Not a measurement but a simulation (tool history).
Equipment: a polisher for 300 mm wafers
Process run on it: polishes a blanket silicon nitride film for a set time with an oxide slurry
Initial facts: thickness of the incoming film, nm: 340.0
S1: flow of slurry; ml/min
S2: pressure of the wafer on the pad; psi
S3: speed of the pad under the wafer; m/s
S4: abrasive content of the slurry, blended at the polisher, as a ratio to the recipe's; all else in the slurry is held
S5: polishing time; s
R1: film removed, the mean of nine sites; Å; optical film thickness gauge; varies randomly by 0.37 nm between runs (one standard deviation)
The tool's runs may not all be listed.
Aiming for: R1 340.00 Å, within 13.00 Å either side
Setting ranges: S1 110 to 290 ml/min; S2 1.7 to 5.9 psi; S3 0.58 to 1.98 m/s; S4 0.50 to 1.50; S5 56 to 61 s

| run | hour | S1 | S2 | S3 | S4 | S5 | R1 |
|---|---|---|---|---|---|---|---|
| 1 | 0.0 | 185 | 3.8 | 1.28 | 1.00 | 61 | 508.85 |
| 2 | 7.4 | 185 | 3.5 | 1.28 | 1.00 | 61 | 470.84 |
| 3 | 8.5 | 185 | 3.3 | 1.28 | 1.00 | 61 | 436.39 |
| 4 | 9.5 | 140 | 3.3 | 1.28 | 1.00 | 61 | 414.33 |
| 5 | 18.0 | 140 | 3.3 | 1.28 | 0.90 | 61 | 400.11 |
| 6 | 24.8 | 140 | 3.7 | 1.28 | 0.90 | 61 | 441.46 |
| 7 | 32.2 | 140 | 3.5 | 1.28 | 0.90 | 61 | 421.27 |
| 8 | 39.4 | 140 | 3.5 | 1.28 | 0.90 | 61 | 429.75 |
| 9 | 40.5 | 140 | 3.4 | 1.28 | 0.90 | 61 | 411.20 |
| 10 | 49.2 | 140 | 3.4 | 1.28 | 0.90 | 61 | 409.44 |
| 11 | 54.0 | 135 | 2.6 | 1.26 | 0.90 | 61 | 310.49 |
| 12 | 56.3 | 140 | 2.6 | 1.26 | 0.90 | 61 | 314.40 |
| 13 | 64.6 | 140 | 2.6 | 1.26 | 0.90 | 61 | 318.18 |
| 14 | 71.9 | 145 | 2.6 | 1.26 | 0.90 | 61 | 311.13 |

Which single option among these 5 for the next run brings every result within its allowed miss of target? Just one does.
| A | 79.2 | 140 | 3.7 | 1.16 | 0.75 | 56 | ? |
| B | 79.2 | 150 | 2.2 | 1.36 | 0.90 | 61 | ? |
| C | 79.2 | 135 | 2.7 | 1.12 | 0.90 | 61 | ? |
| D | 79.2 | 130 | 2.5 | 1.46 | 1.10 | 61 | ? |
| E | 79.2 | 160 | 3.2 | 1.20 | 0.85 | 61 | ? |

| move | R1 |
|---|---|
| A | 340.15 |
| B | 284.06 |
| C | 289.16 |
| D | 360.79 |
| E | 362.20 |
A: each result inside its tolerance
B: the biggest miss grows against the last run
C: the biggest miss grows against the last run
D: moves the result that the last run missed by most past its target, out the other side
E: moves the result that the last run missed by most past its target, out the other side
The right move is A.

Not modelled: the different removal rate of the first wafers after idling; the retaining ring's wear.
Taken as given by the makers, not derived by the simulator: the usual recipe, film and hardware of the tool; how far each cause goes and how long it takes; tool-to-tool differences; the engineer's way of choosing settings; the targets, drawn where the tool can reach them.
